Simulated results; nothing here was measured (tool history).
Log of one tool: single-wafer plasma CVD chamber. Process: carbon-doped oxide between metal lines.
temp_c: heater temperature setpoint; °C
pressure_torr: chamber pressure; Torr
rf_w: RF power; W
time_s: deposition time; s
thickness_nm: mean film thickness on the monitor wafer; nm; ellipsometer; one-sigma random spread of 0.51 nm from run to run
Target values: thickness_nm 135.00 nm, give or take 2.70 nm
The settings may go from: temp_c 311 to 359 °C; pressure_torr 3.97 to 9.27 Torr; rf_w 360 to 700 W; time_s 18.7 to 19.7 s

run  hour  temp_c  pressure_torr  rf_w  time_s  thickness_nm
  1   0.0     335           6.62   530    19.7        120.12
  2   6.6     335           6.62   605    19.7        127.95
  3  11.3     335           6.62   540    19.7        121.21
  4  16.4     335           6.62   540    18.7        115.05
  5  19.9     343           6.62   540    18.7        112.33
  6  24.7     343           5.69   540    18.7        110.33
  7  28.2     340           5.94   555    18.7        113.08
  8  36.7     338           6.24   565    18.7        115.43
  9  43.6     336           6.51   575    18.7        117.50
 10  48.0     334           6.70   590    18.7        119.88
 11  53.0     333           6.84   600    18.7        122.19
 12  59.8     332           6.98   610    18.7        123.66
     65.8  -- capacitance manometer re-zeroed and calibrated
 13  65.8     331           7.09   615    18.7        125.02

Which single option among these 4 for the next run brings every result within its allowed miss of target? Just one does.
  A  71.8     321           8.60   700    18.7             ?
  B  71.8     330           7.86   695    19.7             ?
  C  71.8     323           7.00   700    19.2             ?
  D  71.8     320           6.18   635    19.3             ?

move  thickness_nm
   A        140.04
   B        142.00
   C        141.08
   D        135.11
A: takes the result that was furthest off past its target
B: takes the result that was furthest off past its target
C: takes the result that was furthest off past its target
D: all results land within tolerance of their targets
Go with D: it meets all targets.

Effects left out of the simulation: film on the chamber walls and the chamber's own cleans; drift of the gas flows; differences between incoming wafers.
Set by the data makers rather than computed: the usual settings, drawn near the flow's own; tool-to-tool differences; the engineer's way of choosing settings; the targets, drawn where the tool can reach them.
